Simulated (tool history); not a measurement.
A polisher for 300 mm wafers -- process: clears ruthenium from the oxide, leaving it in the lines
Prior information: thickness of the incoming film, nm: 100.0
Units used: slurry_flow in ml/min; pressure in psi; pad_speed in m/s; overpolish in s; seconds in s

| run | hour | slurry_flow | pressure | pad_speed | overpolish | seconds |
|---|---|---|---|---|---|---|
| 1 | 0 | 135 | 2.4 | 0.98 | 27 | 88.519 |
| 2 | 7.6 | 135 | 2.7 | 0.98 | 27 | 78.121 |
| 3 | 15.8 | 135 | 2.2 | 0.98 | 27 | 95.876 |
| 4 | 22.1 | 135 | 2.6 | 0.98 | 27 | 81.302 |
| 5 | 24.2 | 135 | 2.6 | 0.98 | 29 | 80.559 |
| 6 | 25.2 | 130 | 2.3 | 0.92 | 29 | 98.999 |
| 7 | 28.9 | 105 | 1.7 | 0.7 | 29 | 179.39 |

For run 8, what comes out?
| 8 | 34.8 | 100 | 1.7 | 0.7 | 29 | ? |

{"run 8": {"seconds": 178.05}}

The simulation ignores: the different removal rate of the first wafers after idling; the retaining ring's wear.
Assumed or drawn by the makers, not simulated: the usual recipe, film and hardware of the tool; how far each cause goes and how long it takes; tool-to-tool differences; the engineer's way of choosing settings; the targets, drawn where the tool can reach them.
